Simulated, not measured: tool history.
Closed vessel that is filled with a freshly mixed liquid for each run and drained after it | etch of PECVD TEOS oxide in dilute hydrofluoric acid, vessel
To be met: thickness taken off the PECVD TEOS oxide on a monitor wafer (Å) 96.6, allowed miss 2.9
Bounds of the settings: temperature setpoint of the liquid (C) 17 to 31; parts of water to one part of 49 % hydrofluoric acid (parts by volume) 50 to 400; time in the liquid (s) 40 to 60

run  hour  temperature setpoint of the liquid (C)  parts of water to one part of 49 % hydrofluoric acid (parts by volume)  time in the liquid (s)  thickness taken off the PECVD TEOS oxide on a monitor wafer (Å)
  1     0                                      23                                                                     225                      60                                                           40.466
  2   3.5                                      25                                                                     200                      60                                                           51.433
  3   8.8                                    26.5                                                                     185                      60                                                           58.427
  4  15.1                                    26.5                                                                     260                      60                                                           38.175
  5  17.4                                    26.5                                                                     260                      40                                                           25.646
  6  18.4                                    26.5                                                                     260                      60                                                           37.868
  7  22.9                                    27.5                                                                     225                      60                                                            47.29
  8  24.2                                    28.5                                                                     200                      60                                                           57.906
  9  26.1                                      29                                                                     185                      60                                                           63.435
 10  28.6                                    29.5                                                                     170                      60                                                           72.984
 11  30.8                                      31                                                                     130                      60                                                           104.87
 12  34.9                                    30.5                                                                     130                      60                                                           103.85
 13    42                                      30                                                                     130                      60                                                           100.93
 14  49.8                                    29.5                                                                     130                      60                                                           99.953

Which of these 4 next moves meets every target?
  A  57.6                                      31                                                                     140                      60                                                                ?
  B  57.6                                      29                                                                     115                      55                                                                ?
  C  57.6                                      29                                                                     125                      60                                                                ?
  D  57.6                                      31                                                                     130                      60                                                                ?

move  thickness taken off the PECVD TEOS oxide on a monitor wafer (Å)
   A                                                           96.513
   B                                                           103.54
   C                                                           102.54
   D                                                           105.37
A: meets every target
B: further off than the last run
C: further off than the last run
D: further off than the last run
Move A is the one to make.

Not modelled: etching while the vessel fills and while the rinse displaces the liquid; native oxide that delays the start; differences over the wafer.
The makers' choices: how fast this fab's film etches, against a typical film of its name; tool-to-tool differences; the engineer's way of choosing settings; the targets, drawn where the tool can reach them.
